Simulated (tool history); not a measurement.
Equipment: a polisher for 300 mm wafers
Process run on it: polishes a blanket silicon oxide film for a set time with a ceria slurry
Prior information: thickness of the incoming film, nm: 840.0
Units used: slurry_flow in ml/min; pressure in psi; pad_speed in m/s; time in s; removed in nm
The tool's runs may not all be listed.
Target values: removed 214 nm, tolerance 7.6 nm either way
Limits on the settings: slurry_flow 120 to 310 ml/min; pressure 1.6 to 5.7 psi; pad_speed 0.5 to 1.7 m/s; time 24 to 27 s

Run 1, hour 0: slurry_flow 200 ml/min, pressure 3.6 psi, pad_speed 1.1 m/s, time 27 s. Result: removed 171.39 nm.
Run 2, hour 2.6: slurry_flow 200 ml/min, pressure 3.7 psi, pad_speed 1.1 m/s, time 27 s. Result: removed 178.06 nm.
Run 3, hour 10.2: slurry_flow 200 ml/min, pressure 3.7 psi, pad_speed 1.1 m/s, time 24 s. Result: removed 157.8 nm.
Run 4, hour 18.8: slurry_flow 200 ml/min, pressure 3.7 psi, pad_speed 1.34 m/s, time 24 s. Result: removed 189.37 nm.
Run 5, hour 26.5: slurry_flow 200 ml/min, pressure 3.7 psi, pad_speed 1.1 m/s, time 24 s. Result: removed 154.98 nm.
Run 6, hour 28.2: slurry_flow 200 ml/min, pressure 3.9 psi, pad_speed 1.1 m/s, time 24 s. Result: removed 168.03 nm.
Run 7, hour 32.6: slurry_flow 200 ml/min, pressure 4.1 psi, pad_speed 1.1 m/s, time 24 s. Result: removed 175.36 nm.
Run 8, hour 40.5: slurry_flow 200 ml/min, pressure 4.2 psi, pad_speed 1.1 m/s, time 24 s. Result: removed 176.26 nm.
Run 9, hour 47.4: slurry_flow 200 ml/min, pressure 4.4 psi, pad_speed 1.1 m/s, time 24 s. Result: removed 184.37 nm.

Pick the move, out of 5, that brings all results within their allowed miss; only one does.
Run A, hour 54.3: slurry_flow 295 ml/min, pressure 3.1 psi, pad_speed 1.14 m/s, time 27 s. Result: removed ?.
Run B, hour 54.3: slurry_flow 125 ml/min, pressure 4 psi, pad_speed 1.22 m/s, time 27 s. Result: removed ?.
Run C, hour 54.3: slurry_flow 160 ml/min, pressure 4.8 psi, pad_speed 1.06 m/s, time 27 s. Result: removed ?.
Run D, hour 54.3: slurry_flow 215 ml/min, pressure 3.7 psi, pad_speed 1.22 m/s, time 27 s. Result: removed ?.
Run E, hour 54.3: slurry_flow 145 ml/min, pressure 4.1 psi, pad_speed 1.06 m/s, time 24 s. Result: removed ?.

move  removed
   A      159
   B   196.47
   C   210.14
   D   194.56
   E   158.95
A: misses by more than the last run did
B: closer than the last run, but not yet in spec
C: in spec on every target
D: closer than the last run, but not yet in spec
E: misses by more than the last run did
C meets every target.
